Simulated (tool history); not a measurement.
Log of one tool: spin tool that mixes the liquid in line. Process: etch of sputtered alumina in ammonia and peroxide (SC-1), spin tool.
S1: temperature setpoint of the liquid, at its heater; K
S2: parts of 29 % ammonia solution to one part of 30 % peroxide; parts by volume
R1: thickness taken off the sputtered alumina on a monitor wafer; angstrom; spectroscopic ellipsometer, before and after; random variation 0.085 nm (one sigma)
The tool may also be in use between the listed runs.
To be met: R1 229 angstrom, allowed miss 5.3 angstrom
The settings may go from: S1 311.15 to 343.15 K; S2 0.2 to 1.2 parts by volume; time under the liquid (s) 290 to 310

run 1 hour=0 | S1=327.15 S2=0.75 time_under_the_liquid_(s)=290 | R1=153.99
run 2 hour=7.2 | S1=328.15 S2=0.75 time_under_the_liquid_(s)=290 | R1=161.57
run 3 hour=12 | S1=325.65 S2=0.75 time_under_the_liquid_(s)=290 | R1=140.4
run 4 hour=19.7 | S1=327.15 S2=0.75 time_under_the_liquid_(s)=290 | R1=153.37
run 5 hour=22.9 | S1=328.15 S2=0.75 time_under_the_liquid_(s)=290 | R1=162.65
run 6 hour=30.4 | S1=328.15 S2=0.6 time_under_the_liquid_(s)=290 | R1=157.13
run 7 hour=39.4 | S1=329.15 S2=0.6 time_under_the_liquid_(s)=290 | R1=168.53
run 8 hour=41.7 | S1=329.15 S2=0.6 time_under_the_liquid_(s)=290 | R1=167.98
run 9 hour=47.9 | S1=336.15 S2=0.6 time_under_the_liquid_(s)=290 | R1=241.37
run 10 hour=54.3 | S1=335.65 S2=0.6 time_under_the_liquid_(s)=290 | R1=237.02

Which of these 4 next moves meets every target?
run A hour=60.7 | S1=334.65 S2=0.4 time_under_the_liquid_(s)=310 | R1=?
run B hour=60.7 | S1=335.65 S2=0.3 time_under_the_liquid_(s)=290 | R1=?
run C hour=60.7 | S1=332.15 S2=0.8 time_under_the_liquid_(s)=310 | R1=?
run D hour=60.7 | S1=336.15 S2=0.8 time_under_the_liquid_(s)=290 | R1=?

move=A R1=230.78
move=B R1=221.31
move=C R1=216.05
move=D R1=249.2
A: meets every target
B: takes the result that was furthest off past its target
C: takes the result that was furthest off past its target
D: further off than the last run
Answer: A
